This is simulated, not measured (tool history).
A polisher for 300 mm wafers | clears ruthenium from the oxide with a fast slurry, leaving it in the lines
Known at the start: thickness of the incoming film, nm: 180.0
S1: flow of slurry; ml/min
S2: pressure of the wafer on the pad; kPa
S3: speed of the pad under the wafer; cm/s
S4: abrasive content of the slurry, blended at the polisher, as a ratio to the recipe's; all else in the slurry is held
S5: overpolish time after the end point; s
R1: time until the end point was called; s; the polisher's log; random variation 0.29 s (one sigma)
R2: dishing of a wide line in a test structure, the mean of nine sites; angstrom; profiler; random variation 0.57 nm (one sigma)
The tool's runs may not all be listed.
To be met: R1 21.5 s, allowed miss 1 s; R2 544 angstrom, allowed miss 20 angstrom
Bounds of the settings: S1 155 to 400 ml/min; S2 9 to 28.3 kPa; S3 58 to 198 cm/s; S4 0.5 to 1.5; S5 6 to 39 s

run 1 day=0 | S1=255 S2=18.6 S3=128 S4=1 S5=20 | R1=32.982 R2=658.05
run 2 day=0.321 | S1=255 S2=18.6 S3=150 S4=1 S5=20 | R1=28.675 R2=722.51
run 3 day=0.362 | S1=255 S2=20 S3=150 S4=1 S5=17 | R1=26.256 R2=694.27
run 4 day=0.412 | S1=210 S2=20 S3=150 S4=1 S5=17 | R1=27.093 R2=668.13
run 5 day=0.442 | S1=210 S2=22.8 S3=150 S4=1 S5=17 | R1=24.413 R2=729.26
run 6 day=0.692 | S1=205 S2=22.8 S3=152 S4=1 S5=15 | R1=23.647 R2=656.89
run 7 day=1.05 | S1=210 S2=22.8 S3=152 S4=1 S5=14 | R1=23.642 R2=634.43
run 8 day=1.279 | S1=215 S2=23.4 S3=152 S4=1 S5=13 | R1=23.225 R2=626.21
run 9 day=1.467 | S1=215 S2=25.5 S3=154 S4=1 S5=6 | R1=20.917 R2=371.72
run 10 day=1.658 | S1=205 S2=24.8 S3=158 S4=1 S5=7 | R1=21.164 R2=414.15
-- day=1.762 slurry blender recalibrated
run 11 day=1.762 | S1=200 S2=24.8 S3=158 S4=1 S5=8 | R1=19 R2=497.79

5 next moves are on the table. One of them brings every result within its allowed miss. Which?
run A day=1.867 | S1=260 S2=22.8 S3=134 S4=1.05 S5=11 | R1=? R2=?
run B day=1.867 | S1=215 S2=24.8 S3=132 S4=1.2 S5=10 | R1=? R2=?
run C day=1.867 | S1=215 S2=24.8 S3=136 S4=1 S5=9 | R1=? R2=?
run D day=1.867 | S1=235 S2=20 S3=140 S4=1.2 S5=13 | R1=? R2=?
run E day=1.867 | S1=210 S2=22.8 S3=154 S4=0.95 S5=11 | R1=? R2=?

move=A R1=22.9 R2=546.5
move=B R1=20.987 R2=543.35
move=C R1=21.577 R2=492.56
move=D R1=23.926 R2=596.01
move=E R1=21.103 R2=579.12
A: takes the result that was furthest off past its target
B: meets every target
C: brings the result that was furthest off to its target, and leaves another outside
D: takes the result that was furthest off past its target
E: brings the result that was furthest off to its target, and leaves another outside
Answer: B

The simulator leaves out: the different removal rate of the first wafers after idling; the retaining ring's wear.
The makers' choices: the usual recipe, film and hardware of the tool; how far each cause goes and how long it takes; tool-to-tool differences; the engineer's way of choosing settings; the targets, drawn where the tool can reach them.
